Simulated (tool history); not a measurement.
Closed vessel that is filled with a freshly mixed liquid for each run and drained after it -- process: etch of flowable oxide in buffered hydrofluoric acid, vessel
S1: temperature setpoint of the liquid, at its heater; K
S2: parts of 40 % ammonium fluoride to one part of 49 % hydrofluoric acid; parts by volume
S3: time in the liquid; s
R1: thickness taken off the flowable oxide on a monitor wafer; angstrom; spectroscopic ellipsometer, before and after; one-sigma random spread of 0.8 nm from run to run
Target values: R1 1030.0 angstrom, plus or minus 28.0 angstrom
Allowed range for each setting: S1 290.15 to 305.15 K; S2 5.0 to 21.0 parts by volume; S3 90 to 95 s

{"run": 1, "hour": 0.0, "S1": 297.15, "S2": 13.0, "S3": 90, "R1": 2043.1}
{"run": 2, "hour": 8.3, "S1": 297.15, "S2": 11.5, "S3": 90, "R1": 2296.1}
{"run": 3, "hour": 10.1, "S1": 295.65, "S2": 13.0, "S3": 90, "R1": 1860.7}
{"run": 4, "hour": 13.3, "S1": 294.15, "S2": 14.0, "S3": 90, "R1": 1599.4}
{"run": 5, "hour": 15.4, "S1": 293.15, "S2": 14.5, "S3": 90, "R1": 1464.0}
{"run": 6, "hour": 19.4, "S1": 292.65, "S2": 15.0, "S3": 90, "R1": 1375.9}
{"run": 7, "hour": 25.0, "S1": 292.15, "S2": 15.5, "S3": 90, "R1": 1270.4}
{"run": 8, "hour": 30.5, "S1": 291.65, "S2": 16.0, "S3": 90, "R1": 1234.4}
{"run": 9, "hour": 36.7, "S1": 291.15, "S2": 16.5, "S3": 90, "R1": 1142.0}
{"run": 10, "hour": 43.5, "S1": 290.65, "S2": 17.0, "S3": 90, "R1": 1089.5}

4 next moves are on the table. One of them brings every result within its allowed miss. Which?
{"run": "A", "hour": 50.3, "S1": 290.65, "S2": 17.5, "S3": 95, "R1": "?"}
{"run": "B", "hour": 50.3, "S1": 290.15, "S2": 18.5, "S3": 95, "R1": "?"}
{"run": "C", "hour": 50.3, "S1": 293.15, "S2": 19.0, "S3": 90, "R1": "?"}
{"run": "D", "hour": 50.3, "S1": 290.15, "S2": 15.0, "S3": 90, "R1": "?"}

move=A R1=1129.9
move=B R1=1039.4
move=C R1=1136.9
move=D R1=1211.0
A: misses by more than the last run did
B: meets every target
C: misses by more than the last run did
D: misses by more than the last run did
So the answer is move B, the one that meets all the targets.
